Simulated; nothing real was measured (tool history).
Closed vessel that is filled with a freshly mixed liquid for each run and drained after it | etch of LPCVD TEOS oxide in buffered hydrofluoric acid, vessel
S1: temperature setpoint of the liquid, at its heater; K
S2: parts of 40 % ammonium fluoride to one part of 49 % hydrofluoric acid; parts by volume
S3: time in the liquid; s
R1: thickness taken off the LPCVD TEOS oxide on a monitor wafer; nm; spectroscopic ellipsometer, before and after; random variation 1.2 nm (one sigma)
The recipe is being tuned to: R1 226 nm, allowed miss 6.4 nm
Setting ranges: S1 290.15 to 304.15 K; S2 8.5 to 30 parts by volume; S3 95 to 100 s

run  hour      S1    S2  S3      R1
  1     0  296.15    23  95  140.64
  2   8.6  297.65  22.5  95  153.86
  3  12.7  298.65    22  95  166.74
  4  19.6  298.65    22  95  165.57
  5  26.6  298.65    22  95  166.22
  6  35.6  299.65    22  95  175.71
  7  38.6  300.65    22  95  184.98
  8  44.4  301.15    22  95  188.66
  9  51.9  301.65    22  95  194.62
 10  55.4  302.15    22  95  201.38
 11  61.7  302.65    22  95  205.43
 12    70  303.15    22  95   209.5

Which one of the following 4 next-run settings gets every result inside its allowed miss? There is exactly one.
  A  78.3  304.15    21  100   ?
  B  78.3  304.15  23.5  100   ?
  C  78.3  301.15  16.5   95   ?
  D  78.3  303.15  19.5  100   ?

move      R1
   A  241.27
   B  223.45
   C  244.29
   D  242.62
A: carries the result that was furthest off beyond its target, to the other side
B: meets every target
C: carries the result that was furthest off beyond its target, to the other side
D: carries the result that was furthest off beyond its target, to the other side
Move B is the one to make.
